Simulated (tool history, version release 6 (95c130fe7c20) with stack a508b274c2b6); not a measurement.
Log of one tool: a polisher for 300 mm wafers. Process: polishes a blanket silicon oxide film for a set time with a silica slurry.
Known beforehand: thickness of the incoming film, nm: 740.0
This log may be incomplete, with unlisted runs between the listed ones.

run  hour  flow of slurry (ml/min)  pressure of the wafer on the pad (kPa)  speed of the pad under the wafer (m/s)  abrasive content of the slurry  polishing time (s)  film removed (angstrom)
  1     0                      275                                    29.6                                     1.5                               1                  35                   1224.8
  2   2.2                      275                                    27.6                                     1.5                               1                  35                     1147
  3   4.5                      275                                    27.6                                     1.8                               1                  35                     1333
  4   8.5                      275                                    27.6                                    2.06                               1                  35                   1453.8
  5   9.1                      275                                    27.6                                    2.06                             0.9                  35                   1396.2
  6  14.3                      225                                    27.6                                    2.06                             0.9                  35                   1354.6
  7  17.6                      220                                    24.1                                    2.06                             0.9                  35                   1191.8
  8  25.6                      215                                    22.1                                    2.06                             0.9                  35                   1088.2
  9  29.9                      210                                    20.7                                    2.06                             0.9                  35                     1017
 10  36.2                      205                                      20                                    2.06                             0.9                  35                   988.37
 11  41.9                      200                                      20                                    2.06                             0.9                  35                   983.07

Run 12, settings as shown, results not yet in. Your forecast:
 12  43.2                      195                                      20                                    2.06                             0.9                  35                        ?

Run 12 came out at film removed (angstrom) 980.9.

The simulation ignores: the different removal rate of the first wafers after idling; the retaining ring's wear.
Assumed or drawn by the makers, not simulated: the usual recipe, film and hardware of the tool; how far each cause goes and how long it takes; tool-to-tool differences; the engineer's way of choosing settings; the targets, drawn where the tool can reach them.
